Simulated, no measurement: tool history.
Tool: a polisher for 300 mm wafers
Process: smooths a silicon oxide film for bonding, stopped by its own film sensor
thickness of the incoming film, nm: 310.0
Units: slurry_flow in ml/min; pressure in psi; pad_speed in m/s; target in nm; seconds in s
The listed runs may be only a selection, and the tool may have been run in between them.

run 1 day=0 | slurry_flow=295 pressure=1.8 pad_speed=1.08 slurry_solids=1 target=258 | seconds=91.418
run 2 day=0.1 | slurry_flow=295 pressure=1.8 pad_speed=1.08 slurry_solids=1 target=256 | seconds=94.537
run 3 day=0.45 | slurry_flow=295 pressure=1.8 pad_speed=0.92 slurry_solids=1 target=256 | seconds=103.77
run 4 day=0.608 | slurry_flow=295 pressure=1.8 pad_speed=0.8 slurry_solids=1 target=256 | seconds=115.04
run 5 day=0.871 | slurry_flow=295 pressure=2 pad_speed=0.8 slurry_solids=1 target=256 | seconds=103.3
run 6 day=1.121 | slurry_flow=295 pressure=2 pad_speed=0.9 slurry_solids=1 target=256 | seconds=96.228
run 7 day=1.425 | slurry_flow=295 pressure=1.9 pad_speed=0.9 slurry_solids=1 target=256 | seconds=100.46
run 8 day=1.738 | slurry_flow=295 pressure=1.8 pad_speed=0.9 slurry_solids=1 target=256 | seconds=107.57
run 9 day=1.775 | slurry_flow=295 pressure=1.7 pad_speed=0.9 slurry_solids=1 target=256 | seconds=115.09

Estimate the outcome of run 10 from the log above:
run 10 day=2.096 | slurry_flow=295 pressure=1.6 pad_speed=0.9 slurry_solids=1 target=256 | seconds=?

Run 10 produced seconds 121.11 s.
